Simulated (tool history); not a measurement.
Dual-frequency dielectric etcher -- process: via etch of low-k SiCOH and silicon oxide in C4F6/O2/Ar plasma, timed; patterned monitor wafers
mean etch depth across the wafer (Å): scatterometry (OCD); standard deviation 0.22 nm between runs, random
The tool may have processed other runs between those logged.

run	day	source power (W)	bias power (W)	etch time (s)	mean etch depth across the wafer (Å)
1	0	290	255	40.5	975.12
2	0.346	320	255	40.5	1034
3	0.6	300	248	40.5	986.27
4	0.742	280	242	40.5	938.1
5	0.946	270	239	40.5	913.15
6	1.246	260	237	40.5	890.72
7	1.588	220	224	40	768.31
8	1.758	230	225	40	790.75
9	1.804	230	226	40	793.64

The next listed run, before its measurement:
10	2.154	230	227	40	?

{"run 10": {"mean etch depth across the wafer (Å)": 794.27}}
